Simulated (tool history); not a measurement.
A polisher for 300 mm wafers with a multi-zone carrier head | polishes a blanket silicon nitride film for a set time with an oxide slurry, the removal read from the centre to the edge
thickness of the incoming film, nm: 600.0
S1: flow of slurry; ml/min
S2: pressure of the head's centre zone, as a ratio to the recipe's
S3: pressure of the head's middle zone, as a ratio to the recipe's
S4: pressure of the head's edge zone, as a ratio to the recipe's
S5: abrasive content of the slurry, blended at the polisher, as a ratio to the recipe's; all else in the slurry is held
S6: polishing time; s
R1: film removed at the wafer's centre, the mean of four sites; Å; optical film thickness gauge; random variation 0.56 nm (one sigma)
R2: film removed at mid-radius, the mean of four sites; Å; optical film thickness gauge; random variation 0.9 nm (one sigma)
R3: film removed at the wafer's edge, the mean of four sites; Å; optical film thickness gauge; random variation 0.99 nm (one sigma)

run 1 day=0 | S1=150 S2=1 S3=1 S4=1 S5=1 S6=49 | R1=541.12 R2=547.67 R3=518.42
run 2 day=0.308 | S1=150 S2=1 S3=1 S4=1 S5=1 S6=61 | R1=686.5 R2=694.02 R3=643.8
run 3 day=0.592 | S1=120 S2=1 S3=1 S4=1 S5=1 S6=61 | R1=645.82 R2=646.92 R3=614.92
run 4 day=0.721 | S1=135 S2=1.01 S3=0.98 S4=1.03 S5=1 S6=61 | R1=674.09 R2=655.94 R3=656.58
run 5 day=1.088 | S1=135 S2=1.01 S3=0.98 S4=1.03 S5=0.95 S6=61 | R1=655.27 R2=617.4 R3=637.27
run 6 day=1.321 | S1=135 S2=1.01 S3=0.98 S4=1.03 S5=0.95 S6=68 | R1=727.45 R2=716.91 R3=694.14
run 7 day=1.45 | S1=145 S2=1.02 S3=0.96 S4=1.04 S5=0.95 S6=68 | R1=746.32 R2=703 R3=703.29
run 8 day=1.517 | S1=150 S2=1.03 S3=0.95 S4=1.06 S5=0.95 S6=68 | R1=762.8 R2=723.6 R3=724.93

The next listed run, before its measurement:
run 9 day=1.771 | S1=150 S2=1.03 S3=0.95 S4=1.06 S5=0.95 S6=68 | R1=? R2=? R3=?

Run 9 gave R1 762.45 Å, R2 709.51 Å, R3 734.06 Å.
